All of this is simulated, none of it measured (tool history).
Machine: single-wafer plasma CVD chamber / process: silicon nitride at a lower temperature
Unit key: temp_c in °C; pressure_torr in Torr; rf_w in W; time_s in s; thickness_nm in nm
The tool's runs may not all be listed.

run  hour  temp_c  pressure_torr  rf_w  time_s  thickness_nm
  1     0     370           1.17   330    27.8        34.051
  2     9     370           1.22   330    27.8         34.49
  3  11.7     370           1.32   330    27.8        34.859
  4  16.4     370           1.32   330    27.8        34.829
  5  22.4     370           1.32   345    27.8        35.881
  6  31.2     370           1.35   345    27.8        35.862
  7  39.2     370           1.38   350    27.8        36.286
  8  41.4     370            1.4   350    27.8        36.473
  9  42.6     370           1.42   350    27.8        36.514

Run 10 comes next. What will it give?
 10  47.5     370           1.44   350    27.8             ?

{"run 10": {"thickness_nm": 36.759}}
